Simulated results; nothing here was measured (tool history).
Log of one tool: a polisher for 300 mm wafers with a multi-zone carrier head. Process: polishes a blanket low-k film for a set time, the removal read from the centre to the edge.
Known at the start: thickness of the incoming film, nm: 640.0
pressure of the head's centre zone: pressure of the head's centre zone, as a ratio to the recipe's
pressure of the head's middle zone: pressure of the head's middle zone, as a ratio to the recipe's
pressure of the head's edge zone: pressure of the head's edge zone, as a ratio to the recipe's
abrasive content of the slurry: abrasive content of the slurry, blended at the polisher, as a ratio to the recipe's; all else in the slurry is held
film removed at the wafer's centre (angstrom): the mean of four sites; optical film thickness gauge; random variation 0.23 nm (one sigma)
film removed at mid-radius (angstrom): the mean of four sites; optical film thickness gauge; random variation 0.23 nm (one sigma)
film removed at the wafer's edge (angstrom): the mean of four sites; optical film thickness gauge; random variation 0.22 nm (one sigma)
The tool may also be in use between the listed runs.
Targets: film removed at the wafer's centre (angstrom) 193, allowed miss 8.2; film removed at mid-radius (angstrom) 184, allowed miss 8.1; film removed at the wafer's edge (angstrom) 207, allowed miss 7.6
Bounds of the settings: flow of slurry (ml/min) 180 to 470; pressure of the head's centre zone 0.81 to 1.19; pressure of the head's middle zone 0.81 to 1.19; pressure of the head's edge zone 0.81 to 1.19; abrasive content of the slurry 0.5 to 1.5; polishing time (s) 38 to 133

run  hour  flow of slurry (ml/min)  pressure of the head's centre zone  pressure of the head's middle zone  pressure of the head's edge zone  abrasive content of the slurry  polishing time (s)  film removed at the wafer's centre (angstrom)  film removed at mid-radius (angstrom)  film removed at the wafer's edge (angstrom)
  1     0                      300                                   1                                   1                                 1                               1                  85                                          224.5                                 224.89                                       217.76
  2   4.7                      300                                   1                                0.94                                 1                               1                  85                                         224.37                                 209.61                                       217.16
  3  10.2                      300                                1.06                                0.94                                 1                               1                  85                                         241.03                                 204.71                                       223.55
  4    18                      300                                1.06                                0.94                                 1                            0.85                  85                                         218.29                                 184.26                                       201.24
  5  22.5                      300                                1.06                                0.94                                 1                            0.85                  70                                         177.94                                 155.13                                       162.63
  6  26.3                      295                                1.05                                0.94                              1.03                             0.9                  70                                            184                                 162.72                                       170.25
  7  32.2                      295                                1.03                                0.92                              1.05                            0.95                  70                                         184.84                                 160.07                                       181.26
  8  38.3                      295                                1.03                                0.93                              1.07                            0.95                  70                                         183.75                                 166.04                                       178.27
  9    43                      295                                1.02                                0.92                              1.08                               1                  70                                         189.75                                  169.5                                       184.76
 10  44.3                      295                                1.01                                0.91                              1.09                               1                  70                                         185.31                                 164.57                                       187.57

Which of these 5 next moves meets every target?
  A  45.6                      305                                1.05                                1.18                              0.98                            0.95                  64                                              ?                                      ?                                            ?
  B  45.6                      330                                1.08                                1.03                              0.97                            1.15                  58                                              ?                                      ?                                            ?
  C  45.6                      325                                0.93                                 1.1                              1.04                            1.05                  67                                              ?                                      ?                                            ?
  D  45.6                      230                                0.93                                0.89                              1.02                               1                  81                                              ?                                      ?                                            ?
  E  45.6                      260                                1.07                                1.01                              1.08                            0.85                  73                                              ?                                      ?                                            ?

move  film removed at the wafer's centre (angstrom)  film removed at mid-radius (angstrom)  film removed at the wafer's edge (angstrom)
   A                                         175.86                                 186.91                                       160.09
   B                                         183.08                                 168.35                                       161.42
   C                                         173.42                                 196.16                                       182.48
   D                                         194.61                                 185.27                                       207.09
   E                                         186.84                                 171.07                                       175.12
A: further off than the last run
B: further off than the last run
C: further off than the last run
D: meets every target
E: further off than the last run
Answer: D
